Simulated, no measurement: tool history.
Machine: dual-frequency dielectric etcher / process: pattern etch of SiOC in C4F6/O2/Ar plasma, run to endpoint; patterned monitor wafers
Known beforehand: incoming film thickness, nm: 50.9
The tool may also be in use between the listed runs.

run 1 hour=0 | bias_power_(W)=562 source_power_(W)=470 | endpoint_time_(s)=15.24
run 2 hour=4.3 | bias_power_(W)=562 source_power_(W)=440 | endpoint_time_(s)=15.739
run 3 hour=7.7 | bias_power_(W)=651 source_power_(W)=440 | endpoint_time_(s)=14.978
run 4 hour=11 | bias_power_(W)=564 source_power_(W)=440 | endpoint_time_(s)=15.732
run 5 hour=19.5 | bias_power_(W)=604 source_power_(W)=460 | endpoint_time_(s)=15.037
run 6 hour=27 | bias_power_(W)=636 source_power_(W)=480 | endpoint_time_(s)=14.616

What will run 7 give?
run 7 hour=33.8 | bias_power_(W)=661 source_power_(W)=500 | endpoint_time_(s)=?

endpoint time (s): 14.201
